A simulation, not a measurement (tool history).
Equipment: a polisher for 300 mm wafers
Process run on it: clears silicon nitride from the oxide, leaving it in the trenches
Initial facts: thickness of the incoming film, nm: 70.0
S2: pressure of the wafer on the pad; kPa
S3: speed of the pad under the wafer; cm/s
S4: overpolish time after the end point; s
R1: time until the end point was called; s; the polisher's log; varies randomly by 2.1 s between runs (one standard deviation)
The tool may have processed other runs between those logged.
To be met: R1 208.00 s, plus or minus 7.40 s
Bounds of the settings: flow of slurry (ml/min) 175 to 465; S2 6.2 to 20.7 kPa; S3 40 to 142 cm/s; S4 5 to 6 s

Run 1, day 0.000: flow of slurry (ml/min) 295, S2 13.1 kPa, S3 90 cm/s, S4 6 s. Result: R1 171.90 s.
Run 2, day 0.046: flow of slurry (ml/min) 350, S2 13.1 kPa, S3 90 cm/s, S4 6 s. Result: R1 168.73 s.
Run 3, day 0.188: flow of slurry (ml/min) 350, S2 13.1 kPa, S3 106 cm/s, S4 6 s. Result: R1 146.67 s.
Run 4, day 0.533: flow of slurry (ml/min) 350, S2 11.7 kPa, S3 106 cm/s, S4 6 s. Result: R1 151.68 s.
Run 5, day 0.667: flow of slurry (ml/min) 350, S2 15.2 kPa, S3 106 cm/s, S4 6 s. Result: R1 130.05 s.
Run 6, day 0.796: flow of slurry (ml/min) 320, S2 15.2 kPa, S3 106 cm/s, S4 6 s. Result: R1 129.24 s.
Run 7, day 0.888: flow of slurry (ml/min) 320, S2 14.5 kPa, S3 106 cm/s, S4 6 s. Result: R1 138.32 s.
Run 8, day 1.021: flow of slurry (ml/min) 315, S2 13.8 kPa, S3 106 cm/s, S4 6 s. Result: R1 140.31 s.
Run 9, day 1.388: flow of slurry (ml/min) 315, S2 13.1 kPa, S3 106 cm/s, S4 6 s. Result: R1 146.69 s.
Run 10, day 1.529: flow of slurry (ml/min) 315, S2 12.4 kPa, S3 106 cm/s, S4 6 s. Result: R1 151.31 s.
Run 11, day 1.667: flow of slurry (ml/min) 315, S2 11.7 kPa, S3 106 cm/s, S4 6 s. Result: R1 155.03 s.
Run 12, day 1.767: flow of slurry (ml/min) 315, S2 11.0 kPa, S3 106 cm/s, S4 6 s. Result: R1 161.29 s.
Run 13, day 2.038: flow of slurry (ml/min) 315, S2 10.3 kPa, S3 106 cm/s, S4 6 s. Result: R1 166.90 s.
Run 14, day 2.367: flow of slurry (ml/min) 315, S2 9.7 kPa, S3 106 cm/s, S4 6 s. Result: R1 175.66 s.
Run 15, day 2.725: flow of slurry (ml/min) 315, S2 9.0 kPa, S3 106 cm/s, S4 6 s. Result: R1 181.07 s.
At day 2.846: head pressure recalibrated.
Run 16, day 2.846: flow of slurry (ml/min) 315, S2 7.6 kPa, S3 106 cm/s, S4 6 s. Result: R1 185.20 s.

Next run, 5 choices. One meets every target within its allowed miss, the rest don't. Which?
Run A, day 2.967: flow of slurry (ml/min) 255, S2 9.0 kPa, S3 104 cm/s, S4 5 s. Result: R1 ?.
Run B, day 2.967: flow of slurry (ml/min) 355, S2 7.6 kPa, S3 120 cm/s, S4 6 s. Result: R1 ?.
Run C, day 2.967: flow of slurry (ml/min) 330, S2 7.6 kPa, S3 94 cm/s, S4 6 s. Result: R1 ?.
Run D, day 2.967: flow of slurry (ml/min) 305, S2 6.2 kPa, S3 96 cm/s, S4 6 s. Result: R1 ?.
Run E, day 2.967: flow of slurry (ml/min) 385, S2 9.7 kPa, S3 90 cm/s, S4 6 s. Result: R1 ?.

move      R1
   A  179.89
   B  164.21
   C  209.62
   D  225.97
   E  191.64
A: further off than the last run
B: further off than the last run
C: every result within its allowed miss
D: moves the result that the last run missed by most past its target, out the other side
E: gains on the last run, yet a result remains outside its allowed miss
The right move is C.
